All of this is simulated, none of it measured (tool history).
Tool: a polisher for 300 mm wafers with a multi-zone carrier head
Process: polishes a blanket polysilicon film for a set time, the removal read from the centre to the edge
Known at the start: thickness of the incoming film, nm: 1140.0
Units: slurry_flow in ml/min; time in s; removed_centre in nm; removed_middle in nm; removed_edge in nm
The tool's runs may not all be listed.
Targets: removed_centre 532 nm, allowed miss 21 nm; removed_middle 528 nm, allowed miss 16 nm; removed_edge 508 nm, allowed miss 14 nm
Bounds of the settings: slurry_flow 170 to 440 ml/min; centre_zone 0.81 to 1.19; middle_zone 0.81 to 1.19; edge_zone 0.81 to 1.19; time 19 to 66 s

run,hour,slurry_flow,centre_zone,middle_zone,edge_zone,time,removed_centre,removed_middle,removed_edge
1,0,280,1,1,1,42,384.06,378.85,383.99
2,7.6,280,1,0.93,1,42,385.21,359.84,379.3
3,15.4,280,1,0.93,1,37,331.95,318.69,338.79
4,18,295,1.02,1,1.04,41,378.42,374.27,381.36
5,25.3,295,1.02,1,1.04,36,334.16,333.09,333.3
6,33.7,300,1.04,1.03,1.06,41,379.54,386.77,381.18
7,39.2,305,1.07,1.04,1.07,45,425.88,430.26,427.83
8,46.8,315,1.1,1.06,1.07,47,461.02,461.04,443.42

5 next moves are on the table. One of them brings every result within its allowed miss. Which?
A,54.4,335,0.85,1.12,1.19,47,?,?,?
B,54.4,255,1.09,1.07,1.07,55,?,?,?
C,54.4,345,1.01,1.13,1.11,43,?,?,?
D,54.4,355,1.03,1.18,1.01,53,?,?,?
E,54.4,240,1.05,1.11,1.08,42,?,?,?

move,removed_centre,removed_middle,removed_edge
A,373.84,483.8,468.98
B,529.14,532.13,516.37
C,397.66,446.7,417.17
D,499.9,572.72,495.29
E,388.84,417.15,394.02
A: further off than the last run
B: meets every target
C: further off than the last run
D: brings the result that was furthest off to its target, and leaves another outside
E: further off than the last run
The right move is B.

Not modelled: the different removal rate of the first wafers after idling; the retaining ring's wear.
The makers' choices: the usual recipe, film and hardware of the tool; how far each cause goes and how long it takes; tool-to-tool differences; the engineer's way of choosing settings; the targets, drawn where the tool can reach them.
